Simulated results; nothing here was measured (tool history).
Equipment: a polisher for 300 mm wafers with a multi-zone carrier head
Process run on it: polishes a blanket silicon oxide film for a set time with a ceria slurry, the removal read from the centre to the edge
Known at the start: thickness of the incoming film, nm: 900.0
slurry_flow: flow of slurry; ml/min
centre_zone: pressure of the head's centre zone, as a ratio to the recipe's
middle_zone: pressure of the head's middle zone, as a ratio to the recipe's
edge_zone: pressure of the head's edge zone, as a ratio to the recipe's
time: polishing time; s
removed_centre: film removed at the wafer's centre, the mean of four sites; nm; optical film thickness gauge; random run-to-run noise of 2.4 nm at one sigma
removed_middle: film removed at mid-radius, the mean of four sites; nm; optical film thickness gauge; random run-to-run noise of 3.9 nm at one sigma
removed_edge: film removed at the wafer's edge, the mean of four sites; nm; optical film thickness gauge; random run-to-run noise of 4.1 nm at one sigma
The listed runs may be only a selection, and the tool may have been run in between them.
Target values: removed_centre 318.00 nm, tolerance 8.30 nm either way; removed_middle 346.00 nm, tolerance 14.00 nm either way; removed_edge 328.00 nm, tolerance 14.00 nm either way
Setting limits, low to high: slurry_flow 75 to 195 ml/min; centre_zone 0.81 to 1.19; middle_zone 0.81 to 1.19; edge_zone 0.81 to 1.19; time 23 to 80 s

run,day,slurry_flow,centre_zone,middle_zone,edge_zone,time,removed_centre,removed_middle,removed_edge
1,0.000,125,1.00,1.00,1.00,51,284.82,292.34,299.42
2,0.050,130,1.00,1.01,1.00,51,292.30,291.21,299.29
3,0.379,130,1.00,1.01,1.00,42,235.54,245.52,245.44
4,0.471,115,1.00,1.01,1.00,42,232.40,238.73,242.01
5,0.717,115,1.00,1.01,1.07,42,229.60,237.09,243.31
6,1.038,100,1.00,1.01,1.07,42,220.34,227.37,241.69
7,1.212,105,1.00,1.02,1.07,43,227.58,236.07,246.66
8,1.371,110,1.00,1.03,1.07,44,236.76,245.98,256.19
9,1.629,115,1.00,1.05,1.08,45,245.79,258.90,266.63
10,1.746,120,1.00,1.06,1.09,45,248.93,266.47,264.62
11,1.979,125,1.00,1.06,1.09,46,254.00,272.89,274.88
12,2.083,130,1.01,1.07,1.10,46,259.52,280.23,274.87

Which of these 4 next moves meets every target?
A,2.188,85,1.09,0.90,1.09,44,?,?,?
B,2.188,100,0.96,0.94,1.10,42,?,?,?
C,2.188,160,1.03,1.13,1.17,52,?,?,?
D,2.188,105,0.94,0.95,1.14,41,?,?,?

move,removed_centre,removed_middle,removed_edge
A,234.78,205.08,243.19
B,208.59,213.16,240.19
C,312.80,342.48,324.90
D,202.39,212.73,238.96
A: its largest miss is bigger than the last run's
B: its largest miss is bigger than the last run's
C: hits every target within its allowed miss
D: its largest miss is bigger than the last run's
So the answer is move C, the one that meets all the targets.
